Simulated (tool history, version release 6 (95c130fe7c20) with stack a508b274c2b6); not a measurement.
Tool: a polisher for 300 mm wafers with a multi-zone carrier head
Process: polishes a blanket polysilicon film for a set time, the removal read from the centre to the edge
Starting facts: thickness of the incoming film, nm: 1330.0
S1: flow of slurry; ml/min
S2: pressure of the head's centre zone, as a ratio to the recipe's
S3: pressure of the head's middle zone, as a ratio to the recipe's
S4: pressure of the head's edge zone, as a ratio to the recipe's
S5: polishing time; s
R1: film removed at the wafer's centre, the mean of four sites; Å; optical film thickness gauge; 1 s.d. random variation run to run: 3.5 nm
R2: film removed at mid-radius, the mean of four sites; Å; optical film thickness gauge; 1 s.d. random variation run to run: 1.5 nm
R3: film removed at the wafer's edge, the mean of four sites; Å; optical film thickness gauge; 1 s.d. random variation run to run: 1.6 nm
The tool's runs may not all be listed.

{"run": 1, "hour": 0.0, "S1": 260, "S2": 1.0, "S3": 1.0, "S4": 1.0, "S5": 31, "R1": 2478.8, "R2": 2423.1, "R3": 2466.8}
{"run": 2, "hour": 6.5, "S1": 260, "S2": 1.0, "S3": 0.95, "S4": 1.0, "S5": 31, "R1": 2527.6, "R2": 2338.4, "R3": 2469.6}
{"run": 3, "hour": 14.0, "S1": 250, "S2": 1.01, "S3": 0.93, "S4": 0.99, "S5": 31, "R1": 2493.0, "R2": 2293.2, "R3": 2447.9}
{"run": 4, "hour": 17.2, "S1": 250, "S2": 1.01, "S3": 0.93, "S4": 0.99, "S5": 27, "R1": 2218.7, "R2": 1997.9, "R3": 2123.1}
{"run": 5, "hour": 21.1, "S1": 250, "S2": 1.01, "S3": 0.93, "S4": 1.07, "S5": 27, "R1": 2223.4, "R2": 1988.1, "R3": 2213.7}
{"run": 6, "hour": 22.8, "S1": 250, "S2": 0.97, "S3": 0.93, "S4": 1.07, "S5": 27, "R1": 2138.1, "R2": 1978.7, "R3": 2211.6}

Run 7 comes next. What will it give?
{"run": 7, "hour": 29.5, "S1": 270, "S2": 1.0, "S3": 0.94, "S4": 1.08, "S5": 27, "R1": "?", "R2": "?", "R3": "?"}

{"run 7": {"R1": 2209.9, "R2": 2023.4, "R3": 2239.7}}

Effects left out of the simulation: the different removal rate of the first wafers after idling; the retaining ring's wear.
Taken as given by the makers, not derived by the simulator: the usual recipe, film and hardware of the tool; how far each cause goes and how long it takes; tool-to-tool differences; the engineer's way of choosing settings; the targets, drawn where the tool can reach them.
